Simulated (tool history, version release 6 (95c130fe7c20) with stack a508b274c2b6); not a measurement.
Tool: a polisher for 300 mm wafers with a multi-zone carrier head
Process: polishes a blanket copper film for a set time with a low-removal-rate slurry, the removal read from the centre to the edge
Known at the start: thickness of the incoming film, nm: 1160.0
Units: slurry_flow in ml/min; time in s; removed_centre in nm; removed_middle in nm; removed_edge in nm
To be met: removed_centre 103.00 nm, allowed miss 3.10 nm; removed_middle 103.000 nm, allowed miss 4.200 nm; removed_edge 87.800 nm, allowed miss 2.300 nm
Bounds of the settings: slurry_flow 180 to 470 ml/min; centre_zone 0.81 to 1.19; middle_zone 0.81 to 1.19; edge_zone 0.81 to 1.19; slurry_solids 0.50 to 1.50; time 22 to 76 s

run	hour	slurry_flow	centre_zone	middle_zone	edge_zone	slurry_solids	time	removed_centre	removed_middle	removed_edge
1	0.0	300	1.00	1.00	1.00	1.00	49	109.23	112.690	109.740
2	3.2	300	1.00	1.00	1.00	1.00	56	123.79	126.190	124.870
3	11.2	300	1.00	0.94	1.00	1.00	56	123.51	122.660	125.150
4	19.5	305	1.02	0.98	0.94	0.85	53	115.47	119.230	113.690
5	27.6	310	1.06	0.99	0.91	0.75	50	110.03	109.340	102.060
6	35.1	310	1.06	0.93	0.91	0.75	50	110.06	101.680	102.160
7	36.4	305	1.08	0.96	0.88	0.65	49	107.21	100.420	97.304
8	44.3	305	1.09	0.99	0.86	0.60	48	106.89	98.792	91.520
9	45.3	300	1.08	1.01	0.85	0.60	48	103.63	102.040	91.862
10	47.7	300	1.09	1.02	0.84	0.60	48	103.94	102.200	90.617
11	52.8	300	1.09	1.03	0.83	0.60	48	104.88	101.480	91.912

Which of these 4 next moves meets every target?
A	57.9	295	1.05	0.94	0.86	0.70	49	?	?	?
B	57.9	305	1.07	0.90	0.84	0.85	48	?	?	?
C	57.9	285	1.15	1.13	0.92	0.50	46	?	?	?
D	57.9	330	1.16	1.09	0.81	0.50	48	?	?	?

move	removed_centre	removed_middle	removed_edge
A	107.75	98.428	97.068
B	111.53	96.516	97.727
C	104.07	101.870	88.299
D	111.28	104.620	88.481
A: further off than the last run
B: further off than the last run
C: meets every target
D: brings the result that was furthest off to its target, and leaves another outside
Answer: C
